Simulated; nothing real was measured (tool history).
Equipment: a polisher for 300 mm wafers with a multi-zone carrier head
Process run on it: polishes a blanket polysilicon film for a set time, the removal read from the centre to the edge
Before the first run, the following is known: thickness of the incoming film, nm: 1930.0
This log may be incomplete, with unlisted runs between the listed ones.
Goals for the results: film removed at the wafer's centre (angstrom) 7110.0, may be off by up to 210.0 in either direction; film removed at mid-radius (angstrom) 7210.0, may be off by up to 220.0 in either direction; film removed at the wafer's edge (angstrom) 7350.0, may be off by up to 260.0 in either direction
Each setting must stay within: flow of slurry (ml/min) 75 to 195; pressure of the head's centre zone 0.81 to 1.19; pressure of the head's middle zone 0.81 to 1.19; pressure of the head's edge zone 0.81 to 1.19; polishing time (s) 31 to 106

run    day  flow of slurry (ml/min)  pressure of the head's centre zone  pressure of the head's middle zone  pressure of the head's edge zone  polishing time (s)  film removed at the wafer's centre (angstrom)  film removed at mid-radius (angstrom)  film removed at the wafer's edge (angstrom)
  1  0.000                      125                                1.00                                1.00                              1.00                  68                                         5778.0                                 5724.4                                       5790.4
  2  0.054                      125                                1.00                                1.00                              0.92                  68                                         5823.9                                 5752.6                                       5709.9
  3  0.396                      125                                1.04                                1.00                              0.92                  68                                         5952.2                                 5745.2                                       5743.6
  4  0.542                      130                                1.03                                1.00                              0.94                  69                                         6153.8                                 5784.8                                       5774.8
  5  0.725                      130                                1.03                                0.96                              0.94                  69                                         6095.2                                 5670.8                                       5925.3
  6  0.808                      130                                1.02                                0.96                              0.95                  70                                         6123.1                                 5702.5                                       5911.0
  7  0.962                      130                                1.01                                0.97                              0.96                  71                                         6199.9                                 5866.3                                       5988.7
  8  1.283                      130                                1.00                                0.97                              0.97                  73                                         6404.4                                 6097.3                                       6238.0
  9  1.575                      135                                0.99                                0.97                              0.98                  74                                         6367.9                                 6302.8                                       6398.3
 10  1.838                      170                                1.02                                0.98                              1.08                  77                                         7005.4                                 6752.7                                       7010.8

Exactly one of the 5 candidate moves below puts every result within its allowed miss. Which one?
  A  2.100                      155                                0.92                                0.85                              1.16                  83                                              ?                                      ?                                            ?
  B  2.100                      180                                1.02                                0.94                              1.11                  75                                              ?                                      ?                                            ?
  C  2.100                      195                                0.98                                1.00                              1.10                  79                                              ?                                      ?                                            ?
  D  2.100                      195                                0.95                                1.08                              1.00                  75                                              ?                                      ?                                            ?
  E  2.100                      130                                1.11                                0.99                              1.11                  74                                              ?                                      ?                                            ?

move  film removed at the wafer's centre (angstrom)  film removed at mid-radius (angstrom)  film removed at the wafer's edge (angstrom)
   A                                         6957.8                                 6293.6                                       7824.0
   B                                         6991.2                                 6322.6                                       7065.4
   C                                         7232.3                                 7096.5                                       7474.4
   D                                         6706.8                                 7193.9                                       6857.9
   E                                         6952.2                                 6179.1                                       6707.2
A: its largest miss is bigger than the last run's
B: its largest miss is bigger than the last run's
C: in spec on every target
D: brings the last run's worst result on target, with another outside its allowed miss
E: its largest miss is bigger than the last run's
The right move is C.
